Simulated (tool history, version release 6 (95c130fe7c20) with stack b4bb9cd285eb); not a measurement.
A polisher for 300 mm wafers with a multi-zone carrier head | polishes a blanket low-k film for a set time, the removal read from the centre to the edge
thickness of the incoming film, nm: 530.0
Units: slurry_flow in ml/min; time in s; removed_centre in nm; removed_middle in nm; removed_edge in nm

run    day  slurry_flow  centre_zone  middle_zone  edge_zone  slurry_solids  time  removed_centre  removed_middle  removed_edge
  1  0.000          295         1.00         1.00       1.00           1.00    71          32.792          33.328        33.423
  2  0.354          295         0.99         0.98       0.98           0.90    71          30.191          31.007        31.133
  3  0.550          295         1.03         0.98       0.98           0.90    71          31.573          31.113        31.076
  4  0.596          295         1.01         0.96       0.96           0.85    71          30.260          29.447        30.570
  5  0.621          295         0.95         0.96       0.96           0.85    71          28.148          29.971        30.326
  6  0.667          295         0.98         0.96       0.96           0.85    71          28.491          29.898        29.945

Forecast run 7:
  7  0.850          295         0.98         0.94       0.95           0.80    71               ?               ?             ?

{"run 7": {"removed_centre": 27.786, "removed_middle": 27.89, "removed_edge": 27.993}}

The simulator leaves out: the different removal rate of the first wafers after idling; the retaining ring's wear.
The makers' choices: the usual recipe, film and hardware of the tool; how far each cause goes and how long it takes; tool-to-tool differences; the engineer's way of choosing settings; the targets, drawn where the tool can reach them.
